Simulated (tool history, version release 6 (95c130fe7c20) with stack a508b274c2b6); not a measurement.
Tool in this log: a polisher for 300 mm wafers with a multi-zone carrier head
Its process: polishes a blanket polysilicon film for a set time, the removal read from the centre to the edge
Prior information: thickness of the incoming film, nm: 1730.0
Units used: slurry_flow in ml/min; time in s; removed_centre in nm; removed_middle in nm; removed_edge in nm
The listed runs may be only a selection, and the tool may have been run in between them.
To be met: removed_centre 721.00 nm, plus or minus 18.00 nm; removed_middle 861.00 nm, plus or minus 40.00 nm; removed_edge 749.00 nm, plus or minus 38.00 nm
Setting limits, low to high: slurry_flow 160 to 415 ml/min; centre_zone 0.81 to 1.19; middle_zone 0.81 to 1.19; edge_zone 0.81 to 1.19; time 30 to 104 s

Run 1, day 0.000: slurry_flow 265 ml/min, centre_zone 1.00, middle_zone 1.00, edge_zone 1.00, time 67 s. Result: removed_centre 624.43 nm, removed_middle 655.07 nm, removed_edge 673.15 nm.
Run 2, day 0.300: slurry_flow 275 ml/min, centre_zone 1.01, middle_zone 1.03, edge_zone 1.00, time 68 s. Result: removed_centre 640.76 nm, removed_middle 678.48 nm, removed_edge 659.18 nm.
Run 3, day 0.654: slurry_flow 275 ml/min, centre_zone 1.06, middle_zone 1.03, edge_zone 1.00, time 68 s. Result: removed_centre 660.56 nm, removed_middle 681.24 nm, removed_edge 660.25 nm.
Run 4, day 0.846: slurry_flow 320 ml/min, centre_zone 1.06, middle_zone 1.03, edge_zone 1.00, time 68 s. Result: removed_centre 673.33 nm, removed_middle 673.56 nm, removed_edge 677.49 nm.
Run 5, day 1.208: slurry_flow 315 ml/min, centre_zone 1.05, middle_zone 1.05, edge_zone 1.01, time 69 s. Result: removed_centre 674.15 nm, removed_middle 715.13 nm, removed_edge 683.89 nm.
Run 6, day 1.533: slurry_flow 280 ml/min, centre_zone 1.05, middle_zone 1.05, edge_zone 1.01, time 69 s. Result: removed_centre 666.76 nm, removed_middle 706.44 nm, removed_edge 697.82 nm.
Run 7, day 1.654: slurry_flow 280 ml/min, centre_zone 1.06, middle_zone 1.07, edge_zone 1.01, time 70 s. Result: removed_centre 680.30 nm, removed_middle 710.88 nm, removed_edge 692.56 nm.
Run 8, day 1.767: slurry_flow 285 ml/min, centre_zone 1.05, middle_zone 1.09, edge_zone 1.00, time 71 s. Result: removed_centre 680.07 nm, removed_middle 732.96 nm, removed_edge 692.55 nm.
Run 9, day 1.979: slurry_flow 290 ml/min, centre_zone 1.05, middle_zone 1.11, edge_zone 1.00, time 72 s. Result: removed_centre 701.12 nm, removed_middle 753.57 nm, removed_edge 698.75 nm.
Run 10, day 2.217: slurry_flow 290 ml/min, centre_zone 1.04, middle_zone 1.12, edge_zone 1.00, time 73 s. Result: removed_centre 708.10 nm, removed_middle 784.00 nm, removed_edge 709.13 nm.
At day 2.567: edge zone pressure recalibrated.
Run 11, day 2.567: slurry_flow 290 ml/min, centre_zone 1.04, middle_zone 1.13, edge_zone 1.01, time 73 s. Result: removed_centre 693.48 nm, removed_middle 778.68 nm, removed_edge 685.59 nm.
Run 12, day 2.683: slurry_flow 325 ml/min, centre_zone 0.98, middle_zone 1.14, edge_zone 1.02, time 79 s. Result: removed_centre 735.41 nm, removed_middle 874.56 nm, removed_edge 761.14 nm.

Below are 5 possible settings for the next run. Only one of them brings all results inside the allowed miss of their targets. Which is it?
Run A, day 2.800: slurry_flow 300 ml/min, centre_zone 0.91, middle_zone 1.08, edge_zone 1.09, time 83 s. Result: removed_centre ?, removed_middle ?, removed_edge ?.
Run B, day 2.800: slurry_flow 360 ml/min, centre_zone 1.03, middle_zone 1.05, edge_zone 0.99, time 78 s. Result: removed_centre ?, removed_middle ?, removed_edge ?.
Run C, day 2.800: slurry_flow 345 ml/min, centre_zone 0.97, middle_zone 1.17, edge_zone 0.98, time 80 s. Result: removed_centre ?, removed_middle ?, removed_edge ?.
Run D, day 2.800: slurry_flow 370 ml/min, centre_zone 1.01, middle_zone 1.17, edge_zone 1.00, time 79 s. Result: removed_centre ?, removed_middle ?, removed_edge ?.
Run E, day 2.800: slurry_flow 305 ml/min, centre_zone 0.95, middle_zone 1.14, edge_zone 0.99, time 79 s. Result: removed_centre ?, removed_middle ?, removed_edge ?.

move  removed_centre  removed_middle  removed_edge
   A          724.32          878.50        846.06
   B          754.72          820.44        768.27
   C          740.14          915.08        780.81
   D          756.45          908.75        782.07
   E          711.39          874.85        768.42
A: brings the result that was furthest off to its target, and leaves another outside
B: moves away from the targets compared with the last run
C: moves away from the targets compared with the last run
D: moves away from the targets compared with the last run
E: all results in spec
The right move is E.
